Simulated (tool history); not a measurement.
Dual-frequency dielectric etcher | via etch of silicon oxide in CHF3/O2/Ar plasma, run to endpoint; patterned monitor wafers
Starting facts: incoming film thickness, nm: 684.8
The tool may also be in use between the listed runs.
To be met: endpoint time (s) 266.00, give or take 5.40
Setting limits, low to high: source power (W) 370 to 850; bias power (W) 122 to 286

run    day  source power (W)  bias power (W)  endpoint time (s)
  1  0.000               610             204             319.71
  2  0.050               710             204             303.45
  3  0.175               740             214             290.95
  4  0.421               650             214             303.60
  5  0.762               650             183             323.99
  6  1.096               650             155             341.55
  7  1.375               700             175             316.06
  8  1.725               740             187             306.87
  9  1.812               770             199             292.68
 10  2.008               790             206             286.56
 11  2.258               810             212             278.88
 12  2.525               820             215             278.67
 13  2.858               830             220             275.82
 14  3.083               840             224             274.96

5 next moves are on the table. One of them brings every result within its allowed miss. Which?
  A  3.308               850             265                  ?
  B  3.308               800             209                  ?
  C  3.308               790             253                  ?
  D  3.308               690             219                  ?
  E  3.308               780             214                  ?

move  endpoint time (s)
   A             257.52
   B             285.93
   C             269.29
   D             298.43
   E             286.54
A: pushes the last run's worst result past its target
B: further off than the last run
C: meets every target
D: further off than the last run
E: further off than the last run
Answer: C

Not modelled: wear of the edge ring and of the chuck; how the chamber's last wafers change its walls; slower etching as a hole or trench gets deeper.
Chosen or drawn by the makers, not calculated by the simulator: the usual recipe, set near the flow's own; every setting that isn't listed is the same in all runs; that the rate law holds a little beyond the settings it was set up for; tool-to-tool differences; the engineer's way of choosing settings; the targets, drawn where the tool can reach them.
